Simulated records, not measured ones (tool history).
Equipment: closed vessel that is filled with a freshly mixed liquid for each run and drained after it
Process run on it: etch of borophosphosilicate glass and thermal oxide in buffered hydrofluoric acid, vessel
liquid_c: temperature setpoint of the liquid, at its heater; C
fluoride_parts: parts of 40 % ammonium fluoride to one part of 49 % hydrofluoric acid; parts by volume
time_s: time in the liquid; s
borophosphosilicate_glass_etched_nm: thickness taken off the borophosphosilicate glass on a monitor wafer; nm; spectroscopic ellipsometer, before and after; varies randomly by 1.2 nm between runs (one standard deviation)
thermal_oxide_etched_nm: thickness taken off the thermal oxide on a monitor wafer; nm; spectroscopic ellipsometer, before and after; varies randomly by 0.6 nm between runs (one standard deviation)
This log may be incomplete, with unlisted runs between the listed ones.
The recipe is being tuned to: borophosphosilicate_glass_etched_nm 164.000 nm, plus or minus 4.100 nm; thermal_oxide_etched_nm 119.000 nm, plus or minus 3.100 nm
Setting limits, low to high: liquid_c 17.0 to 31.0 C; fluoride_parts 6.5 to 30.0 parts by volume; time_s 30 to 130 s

run  hour  liquid_c  fluoride_parts  time_s  borophosphosilicate_glass_etched_nm  thermal_oxide_etched_nm
  1   0.0      23.0            19.5      65                               49.575                   36.219
  2   8.3      25.0            16.0      70                               72.597                   52.852
  3  16.8      26.5            13.5      70                               93.486                   68.080
  4  20.9      29.5            13.5      70                              109.410                   80.236
  5  26.0      29.5            13.5      85                              133.510                   96.143
  6  33.0      26.0            13.5      85                              110.560                   79.864
  7  40.8      27.5            13.0      85                              123.140                   90.173
  8  47.3      31.0            10.5      85                              185.150                  133.920
  9  48.5      30.5            10.5      85                              180.180                  130.200
 10  56.3      30.0            10.5      85                              176.940                  127.110
 11  58.0      30.0            10.5      85                              174.690                  127.670
 12  59.0      29.5            10.5      85                              171.090                  122.590

Of the 5 settings listed for the next run, only one would bring every result within its allowed miss of target. Which one?
  A  60.0      31.0             9.5      70                                    ?                        ?
  B  60.0      29.0            16.5     120                                    ?                        ?
  C  60.0      31.0            14.0     105                                    ?                        ?
  D  60.0      30.0            12.5     100                                    ?                        ?
  E  60.0      30.5            14.0      95                                    ?                        ?

move  borophosphosilicate_glass_etched_nm  thermal_oxide_etched_nm
   A                              163.370                  119.200
   B                              149.420                  109.220
   C                              170.570                  124.720
   D                              172.390                  125.930
   E                              150.380                  109.930
A: every result lands within tolerance
B: pushes the last run's worst result past its target
C: misses by more than the last run did
D: misses by more than the last run did
E: pushes the last run's worst result past its target
Correct choice: A, which meets every target
